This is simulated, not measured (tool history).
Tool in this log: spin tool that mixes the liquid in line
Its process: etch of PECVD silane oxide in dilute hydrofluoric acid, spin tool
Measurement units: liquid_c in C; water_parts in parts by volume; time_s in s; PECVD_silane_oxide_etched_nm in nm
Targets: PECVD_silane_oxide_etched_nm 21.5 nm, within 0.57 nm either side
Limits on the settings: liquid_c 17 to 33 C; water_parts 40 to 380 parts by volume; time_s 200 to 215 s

run 1 hour=0 | liquid_c=25 water_parts=210 time_s=200 | PECVD_silane_oxide_etched_nm=27.285
run 2 hour=3.8 | liquid_c=25 water_parts=155 time_s=200 | PECVD_silane_oxide_etched_nm=39.633
run 3 hour=12.1 | liquid_c=25 water_parts=105 time_s=200 | PECVD_silane_oxide_etched_nm=61.02
run 4 hour=13.9 | liquid_c=28 water_parts=105 time_s=200 | PECVD_silane_oxide_etched_nm=68.143
run 5 hour=20.1 | liquid_c=25.5 water_parts=130 time_s=200 | PECVD_silane_oxide_etched_nm=49.019
run 6 hour=24.6 | liquid_c=23.5 water_parts=145 time_s=200 | PECVD_silane_oxide_etched_nm=40.53
run 7 hour=29.7 | liquid_c=22 water_parts=155 time_s=200 | PECVD_silane_oxide_etched_nm=35.416
run 8 hour=37.6 | liquid_c=21 water_parts=165 time_s=200 | PECVD_silane_oxide_etched_nm=31.434
run 9 hour=44.8 | liquid_c=20 water_parts=170 time_s=200 | PECVD_silane_oxide_etched_nm=28.785
run 10 hour=52.9 | liquid_c=19.5 water_parts=175 time_s=200 | PECVD_silane_oxide_etched_nm=27.607
run 11 hour=60 | liquid_c=19 water_parts=180 time_s=200 | PECVD_silane_oxide_etched_nm=25.602

Exactly one of the 5 candidate moves below puts every result within its allowed miss. Which one?
run A hour=67.1 | liquid_c=20 water_parts=215 time_s=205 | PECVD_silane_oxide_etched_nm=?
run B hour=67.1 | liquid_c=19.5 water_parts=230 time_s=215 | PECVD_silane_oxide_etched_nm=?
run C hour=67.1 | liquid_c=18.5 water_parts=205 time_s=210 | PECVD_silane_oxide_etched_nm=?
run D hour=67.1 | liquid_c=18.5 water_parts=210 time_s=215 | PECVD_silane_oxide_etched_nm=?
run E hour=67.1 | liquid_c=17 water_parts=205 time_s=200 | PECVD_silane_oxide_etched_nm=?

move=A PECVD_silane_oxide_etched_nm=22.169
move=B PECVD_silane_oxide_etched_nm=21.02
move=C PECVD_silane_oxide_etched_nm=22.69
move=D PECVD_silane_oxide_etched_nm=22.571
move=E PECVD_silane_oxide_etched_nm=20.367
A: moves toward the targets from the last run without getting all of them in spec
B: each result inside its tolerance
C: moves toward the targets from the last run without getting all of them in spec
D: moves toward the targets from the last run without getting all of them in spec
E: takes the result that was furthest off past its target
B is the move that brings every result within its allowed miss.
